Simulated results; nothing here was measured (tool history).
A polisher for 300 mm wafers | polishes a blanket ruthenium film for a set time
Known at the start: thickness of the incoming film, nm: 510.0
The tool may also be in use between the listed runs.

run  hour  flow of slurry (ml/min)  pressure of the wafer on the pad (kPa)  speed of the pad under the wafer (cm/s)  polishing time (s)  film removed (angstrom)
  1     0                      230                                    17.9                                       96                  28                   420.28
  2   1.5                      230                                    17.9                                      112                  28                    484.2
  3   5.9                      275                                    17.9                                      112                  28                   495.66
  4   9.4                      275                                    16.5                                      112                  28                   458.38
  5  17.1                      325                                    16.5                                      112                  28                   463.77
  6  20.1                      325                                    17.9                                      112                  28                   505.92
  7  25.5                      325                                    15.2                                      108                  28                   413.02
  8  28.6                      325                                    13.1                                      106                  28                   349.51
  9  36.6                      325                                    11.7                                      106                  28                   316.62
 10  44.9                      305                                     8.3                                      106                  28                   226.03
 11  53.5                      315                                     8.3                                      106                  28                   226.49
 12  55.1                      315                                     8.3                                      106                  28                   228.95
 13  57.6                      325                                     8.3                                      106                  28                   227.55
 14  65.9                      330                                       9                                      106                  28                   242.79
 15  67.4                      345                                     9.7                                      106                  28                   263.01

Forecast run 16:
 16  73.6                      340                                     9.7                                      106                  28                        ?

Run 16 gave film removed (angstrom) 264.68.

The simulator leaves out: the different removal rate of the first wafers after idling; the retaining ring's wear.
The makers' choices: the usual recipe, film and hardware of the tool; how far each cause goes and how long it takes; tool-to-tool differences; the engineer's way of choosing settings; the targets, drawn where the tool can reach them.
